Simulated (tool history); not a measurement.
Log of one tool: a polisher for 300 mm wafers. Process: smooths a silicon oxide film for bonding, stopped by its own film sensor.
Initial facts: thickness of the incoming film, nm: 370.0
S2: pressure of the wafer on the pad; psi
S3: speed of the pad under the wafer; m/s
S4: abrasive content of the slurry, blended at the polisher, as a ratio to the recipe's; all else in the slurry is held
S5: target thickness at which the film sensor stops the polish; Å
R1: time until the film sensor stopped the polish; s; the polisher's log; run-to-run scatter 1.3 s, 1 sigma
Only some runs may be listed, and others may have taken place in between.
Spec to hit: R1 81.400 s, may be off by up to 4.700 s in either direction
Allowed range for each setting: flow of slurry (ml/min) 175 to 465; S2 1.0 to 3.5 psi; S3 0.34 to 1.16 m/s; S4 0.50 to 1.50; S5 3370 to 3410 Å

{"run": 1, "hour": 0.0, "flow of slurry (ml/min)": 295, "S2": 2.2, "S3": 0.74, "S4": 1.0, "S5": 3370, "R1": 60.467}
{"run": 2, "hour": 5.9, "flow of slurry (ml/min)": 295, "S2": 2.2, "S3": 0.88, "S4": 1.0, "S5": 3370, "R1": 56.32}
{"run": 3, "hour": 11.6, "flow of slurry (ml/min)": 295, "S2": 2.2, "S3": 1.06, "S4": 1.0, "S5": 3370, "R1": 48.394}
{"run": 4, "hour": 15.4, "flow of slurry (ml/min)": 295, "S2": 1.9, "S3": 1.04, "S4": 1.0, "S5": 3370, "R1": 57.994}
{"run": 5, "hour": 22.3, "flow of slurry (ml/min)": 295, "S2": 1.9, "S3": 1.04, "S4": 1.0, "S5": 3410, "R1": 51.184}
{"run": 6, "hour": 28.1, "flow of slurry (ml/min)": 295, "S2": 1.6, "S3": 1.02, "S4": 1.0, "S5": 3410, "R1": 59.499}
{"run": 7, "hour": 35.9, "flow of slurry (ml/min)": 295, "S2": 1.4, "S3": 1.0, "S4": 1.0, "S5": 3410, "R1": 69.337}
{"run": 8, "hour": 42.8, "flow of slurry (ml/min)": 295, "S2": 1.3, "S3": 1.0, "S4": 1.0, "S5": 3410, "R1": 71.912}

Exercise: of the 5 proposed moves below, exactly one satisfies all targets within the stated allowed misses. Which move is it?
{"run": "A", "hour": 49.7, "flow of slurry (ml/min)": 215, "S2": 1.3, "S3": 1.08, "S4": 1.0, "S5": 3410, "R1": "?"}
{"run": "B", "hour": 49.7, "flow of slurry (ml/min)": 270, "S2": 1.0, "S3": 1.08, "S4": 1.05, "S5": 3400, "R1": "?"}
{"run": "C", "hour": 49.7, "flow of slurry (ml/min)": 270, "S2": 1.4, "S3": 1.04, "S4": 1.1, "S5": 3410, "R1": "?"}
{"run": "D", "hour": 49.7, "flow of slurry (ml/min)": 285, "S2": 1.5, "S3": 0.96, "S4": 1.05, "S5": 3370, "R1": "?"}
{"run": "E", "hour": 49.7, "flow of slurry (ml/min)": 295, "S2": 1.4, "S3": 0.96, "S4": 0.9, "S5": 3380, "R1": "?"}

move=A R1=72.287
move=B R1=91.830
move=C R1=64.910
move=D R1=73.834
move=E R1=81.514
A: neither nearer nor further off than the last run
B: moves the result that the last run missed by most past its target, out the other side
C: lands further from the targets than the last run did
D: closes in on the targets versus the last run, not all within tolerance yet
E: all results in spec
Answer: E
